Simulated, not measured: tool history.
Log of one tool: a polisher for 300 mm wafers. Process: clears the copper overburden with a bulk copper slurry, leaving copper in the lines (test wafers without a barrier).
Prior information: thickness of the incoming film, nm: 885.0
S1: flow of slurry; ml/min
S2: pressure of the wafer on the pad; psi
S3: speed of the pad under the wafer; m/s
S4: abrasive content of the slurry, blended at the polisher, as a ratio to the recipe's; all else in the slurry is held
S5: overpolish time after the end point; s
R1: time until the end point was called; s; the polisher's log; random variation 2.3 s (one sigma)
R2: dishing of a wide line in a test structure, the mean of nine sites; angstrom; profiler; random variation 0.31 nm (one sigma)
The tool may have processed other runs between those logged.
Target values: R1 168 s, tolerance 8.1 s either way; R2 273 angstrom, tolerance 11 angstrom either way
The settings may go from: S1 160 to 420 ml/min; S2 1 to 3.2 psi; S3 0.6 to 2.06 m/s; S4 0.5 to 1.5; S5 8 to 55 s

Run 1, hour 0: S1 270 ml/min, S2 2.1 psi, S3 1.32 m/s, S4 1, S5 28 s. Result: R1 133.6 s, R2 744.87 angstrom.
Run 2, hour 4.4: S1 270 ml/min, S2 1.6 psi, S3 1.32 m/s, S4 1, S5 28 s. Result: R1 155.16 s, R2 666.17 angstrom.
Run 3, hour 5.8: S1 270 ml/min, S2 1.6 psi, S3 1.5 m/s, S4 1, S5 28 s. Result: R1 135.61 s, R2 716.8 angstrom.
Run 4, hour 8.6: S1 270 ml/min, S2 1.3 psi, S3 1.5 m/s, S4 1, S5 28 s. Result: R1 151.66 s, R2 671.44 angstrom.
Run 5, hour 9.8: S1 270 ml/min, S2 1.6 psi, S3 1.5 m/s, S4 1, S5 28 s. Result: R1 136.67 s, R2 718.66 angstrom.
Run 6, hour 18: S1 295 ml/min, S2 1.5 psi, S3 1.4 m/s, S4 1.1, S5 25 s. Result: R1 145.15 s, R2 640.71 angstrom.
Run 7, hour 23.8: S1 315 ml/min, S2 1.4 psi, S3 1.32 m/s, S4 1.15, S5 22 s. Result: R1 158.88 s, R2 567.06 angstrom.
Run 8, hour 29.1: S1 390 ml/min, S2 1 psi, S3 1.06 m/s, S4 1.4, S5 8 s. Result: R1 223.16 s, R2 213.74 angstrom.
Run 9, hour 36.2: S1 390 ml/min, S2 1 psi, S3 1.06 m/s, S4 1.4, S5 8 s. Result: R1 219.27 s, R2 214.64 angstrom.
Run 10, hour 43: S1 385 ml/min, S2 1.1 psi, S3 1.06 m/s, S4 1.4, S5 8 s. Result: R1 211.59 s, R2 222.71 angstrom.
Run 11, hour 50.6: S1 380 ml/min, S2 1.2 psi, S3 1.06 m/s, S4 1.4, S5 8 s. Result: R1 204.74 s, R2 228.37 angstrom.
Run 12, hour 57.6: S1 380 ml/min, S2 1.2 psi, S3 1.06 m/s, S4 1.4, S5 8 s. Result: R1 210.49 s, R2 230.65 angstrom.
Run 13, hour 65.2: S1 380 ml/min, S2 1.7 psi, S3 1.08 m/s, S4 1.4, S5 11 s. Result: R1 162.65 s, R2 355.72 angstrom.
At hour 68.9: head pressure recalibrated.
Run 14, hour 68.9: S1 385 ml/min, S2 1.6 psi, S3 1.1 m/s, S4 1.4, S5 10 s. Result: R1 157.08 s, R2 337.58 angstrom.
Run 15, hour 75.8: S1 390 ml/min, S2 1.4 psi, S3 1.12 m/s, S4 1.45, S5 9 s. Result: R1 164.82 s, R2 303.72 angstrom.
Run 16, hour 83.6: S1 390 ml/min, S2 1.4 psi, S3 1.12 m/s, S4 1.45, S5 9 s. Result: R1 164.26 s, R2 303.06 angstrom.

Which of these 4 next moves meets every target?
Run A, hour 91.4: S1 415 ml/min, S2 1.1 psi, S3 1.38 m/s, S4 1.5, S5 8 s. Result: R1 ?, R2 ?.
Run B, hour 91.4: S1 415 ml/min, S2 1.2 psi, S3 1.2 m/s, S4 1.45, S5 8 s. Result: R1 ?, R2 ?.
Run C, hour 91.4: S1 420 ml/min, S2 2 psi, S3 1.04 m/s, S4 1.25, S5 8 s. Result: R1 ?, R2 ?.
Run D, hour 91.4: S1 335 ml/min, S2 1 psi, S3 1.26 m/s, S4 1.35, S5 12 s. Result: R1 ?, R2 ?.

move      R1      R2
   A  150.53  293.66
   B  166.63   271.1
   C  149.55  301.51
   D  176.61  354.32
A: better than the last run, though not everything is in spec
B: meets every target
C: better than the last run, though not everything is in spec
D: misses by more than the last run did
The move that meets every target is B.

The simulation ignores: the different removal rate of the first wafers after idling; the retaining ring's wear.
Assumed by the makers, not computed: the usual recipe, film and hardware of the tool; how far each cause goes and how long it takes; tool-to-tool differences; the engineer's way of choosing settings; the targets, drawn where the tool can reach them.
